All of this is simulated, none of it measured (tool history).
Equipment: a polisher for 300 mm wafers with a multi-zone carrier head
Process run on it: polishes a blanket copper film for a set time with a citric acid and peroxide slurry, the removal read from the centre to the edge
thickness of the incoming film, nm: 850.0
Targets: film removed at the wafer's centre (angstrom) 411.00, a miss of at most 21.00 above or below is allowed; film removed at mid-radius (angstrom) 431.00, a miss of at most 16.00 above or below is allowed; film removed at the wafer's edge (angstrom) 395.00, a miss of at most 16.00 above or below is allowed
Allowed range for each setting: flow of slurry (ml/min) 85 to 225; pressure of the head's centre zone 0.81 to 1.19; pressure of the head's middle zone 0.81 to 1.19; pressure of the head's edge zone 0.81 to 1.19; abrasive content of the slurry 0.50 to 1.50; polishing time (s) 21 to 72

run,hour,flow of slurry (ml/min),pressure of the head's centre zone,pressure of the head's middle zone,pressure of the head's edge zone,abrasive content of the slurry,polishing time (s),film removed at the wafer's centre (angstrom),film removed at mid-radius (angstrom),film removed at the wafer's edge (angstrom)
1,0.0,145,1.00,1.00,1.00,1.00,46,717.09,712.11,718.49
2,7.8,145,1.00,1.00,0.98,0.95,43,670.95,665.46,643.13
3,11.7,140,0.98,0.98,0.97,0.90,41,595.27,626.52,616.11
4,17.4,140,0.98,1.06,0.97,0.90,41,621.95,648.31,616.86
5,23.9,140,0.98,1.05,0.96,0.85,39,591.70,600.12,571.44
6,32.9,140,0.97,1.05,0.95,0.80,38,567.02,572.31,545.84
7,41.1,140,0.96,1.05,0.94,0.75,37,509.73,552.74,526.31
8,49.6,140,0.97,1.05,0.93,0.70,36,506.74,528.84,495.01
9,51.6,140,0.97,1.04,0.92,0.65,35,470.14,518.27,472.13
10,57.5,135,0.99,1.03,0.93,0.65,34,472.57,491.72,462.98
11,59.0,130,0.99,1.02,0.92,0.65,34,473.35,480.58,458.71

Next run, 4 choices. One meets every target within its allowed miss, the rest don't. Which?
A,60.5,135,1.00,1.06,0.86,0.70,32,?,?,?
B,60.5,150,0.97,1.03,0.87,0.75,29,?,?,?
C,60.5,85,1.14,1.01,0.93,0.60,31,?,?,?
D,60.5,140,1.07,1.02,1.08,0.60,31,?,?,?

move,film removed at the wafer's centre (angstrom),film removed at mid-radius (angstrom),film removed at the wafer's edge (angstrom)
A,461.61,474.56,427.99
B,420.14,436.30,400.86
C,445.73,394.53,390.00
D,465.15,435.51,444.73
A: closer than the last run, but not yet in spec
B: every result lands within tolerance
C: gets the furthest-off result to its target, but another result is out of tolerance
D: closer than the last run, but not yet in spec
B is the move that brings every result within its allowed miss.
